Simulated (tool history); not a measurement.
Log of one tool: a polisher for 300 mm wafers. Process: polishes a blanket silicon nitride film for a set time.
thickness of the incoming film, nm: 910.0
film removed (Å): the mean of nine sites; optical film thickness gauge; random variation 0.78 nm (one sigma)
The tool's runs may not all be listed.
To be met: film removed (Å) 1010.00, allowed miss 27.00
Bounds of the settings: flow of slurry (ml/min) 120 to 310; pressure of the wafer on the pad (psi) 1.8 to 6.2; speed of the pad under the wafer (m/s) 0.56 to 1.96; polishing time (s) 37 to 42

| run | hour | flow of slurry (ml/min) | pressure of the wafer on the pad (psi) | speed of the pad under the wafer (m/s) | polishing time (s) | film removed (Å) |
|---|---|---|---|---|---|---|
| 1 | 0.0 | 200 | 4.0 | 1.26 | 42 | 1230.60 |
| 2 | 6.6 | 195 | 3.8 | 1.26 | 42 | 1203.20 |
| 3 | 15.4 | 195 | 3.6 | 1.26 | 42 | 1113.40 |
| 4 | 18.8 | 225 | 3.6 | 1.26 | 42 | 1142.30 |
| 5 | 25.0 | 225 | 3.6 | 1.52 | 42 | 1325.50 |
|  | 32.4 | head pressure recalibrated |
| 6 | 32.4 | 225 | 3.6 | 1.52 | 37 | 1112.60 |
| 7 | 38.3 | 225 | 3.5 | 1.52 | 37 | 1086.90 |
| 8 | 44.2 | 225 | 3.4 | 1.52 | 37 | 1055.60 |

Which of these 5 next moves meets every target?
| A | 50.1 | 205 | 2.7 | 1.52 | 41 | ? |
| B | 50.1 | 235 | 3.1 | 1.50 | 38 | ? |
| C | 50.1 | 240 | 3.4 | 1.44 | 38 | ? |
| D | 50.1 | 220 | 2.9 | 1.34 | 42 | ? |
| E | 50.1 | 215 | 4.0 | 1.28 | 37 | ? |

| move | film removed (Å) |
|---|---|
| A | 971.50 |
| B | 1010.30 |
| C | 1057.90 |
| D | 959.98 |
| E | 1064.70 |
A: takes the result that was furthest off past its target
B: meets every target
C: further off than the last run
D: takes the result that was furthest off past its target
E: further off than the last run
Move B is the one to make.
